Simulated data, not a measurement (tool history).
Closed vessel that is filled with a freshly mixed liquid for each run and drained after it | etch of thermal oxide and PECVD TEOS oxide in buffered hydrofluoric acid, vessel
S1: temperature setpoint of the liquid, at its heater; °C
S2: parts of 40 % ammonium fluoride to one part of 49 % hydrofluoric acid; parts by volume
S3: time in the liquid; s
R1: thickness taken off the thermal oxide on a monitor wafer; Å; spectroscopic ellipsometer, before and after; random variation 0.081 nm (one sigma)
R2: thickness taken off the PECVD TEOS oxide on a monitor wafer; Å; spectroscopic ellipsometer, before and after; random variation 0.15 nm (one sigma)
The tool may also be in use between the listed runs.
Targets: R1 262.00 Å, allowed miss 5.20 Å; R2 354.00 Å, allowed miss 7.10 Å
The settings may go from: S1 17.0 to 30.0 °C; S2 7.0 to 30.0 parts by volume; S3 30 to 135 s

run,hour,S1,S2,S3,R1,R2
1,0.0,22.0,19.0,70,435.79,588.36
2,1.5,22.0,19.0,95,592.58,801.22
3,8.5,21.5,20.0,95,550.55,740.89
4,14.5,25.0,20.0,95,663.11,889.70
5,17.4,24.0,21.0,95,606.30,820.94
6,23.4,27.0,21.0,95,716.38,961.11
7,25.5,23.0,27.0,90,458.99,613.68
8,31.7,22.5,27.5,90,441.58,593.95
9,40.4,22.0,28.0,90,424.33,568.45
10,41.3,21.5,28.0,90,410.57,555.82
11,45.8,21.0,28.0,90,399.54,539.36
12,50.5,20.5,28.0,90,389.56,524.92
13,53.2,20.0,28.0,90,380.51,506.90

Which of these 5 next moves meets every target?
A,55.9,20.0,30.0,65,?,?
B,55.9,26.0,30.0,50,?,?
C,55.9,17.0,27.0,75,?,?
D,55.9,22.5,30.0,60,?,?
E,55.9,25.5,29.5,50,?,?

move,R1,R2
A,260.13,350.06
B,278.98,375.43
C,272.21,366.32
D,276.18,371.65
E,274.63,369.57
A: meets every target
B: nearer than the last run, and not there yet
C: nearer than the last run, and not there yet
D: nearer than the last run, and not there yet
E: nearer than the last run, and not there yet
Move A is the one to make.

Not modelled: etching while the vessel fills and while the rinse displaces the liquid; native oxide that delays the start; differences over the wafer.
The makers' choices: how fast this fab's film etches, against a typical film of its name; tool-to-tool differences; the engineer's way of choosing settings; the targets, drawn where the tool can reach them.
